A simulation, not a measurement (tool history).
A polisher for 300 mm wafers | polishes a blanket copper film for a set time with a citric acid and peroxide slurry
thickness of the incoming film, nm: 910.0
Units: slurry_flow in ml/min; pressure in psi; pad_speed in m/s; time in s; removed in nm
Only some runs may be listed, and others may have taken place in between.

run	hour	slurry_flow	pressure	pad_speed	slurry_solids	time	removed
1	0	250	2.3	1.28	1	32	74.705
2	1.9	255	2.5	1.28	1	32	80.088
3	5.6	255	2.5	1.28	1	29	72.765
4	13	255	2.5	1.28	1.05	29	72.174
5	15.1	255	2.5	1.28	0.85	29	71.09
6	18.4	255	2.5	1.28	0.85	32	78.408
7	20.7	255	2.8	1.28	0.85	32	88.486

Predict the results of run 8:
8	27.7	255	2.9	1.28	0.85	32	?

{"run 8": {"removed": 90.952}}
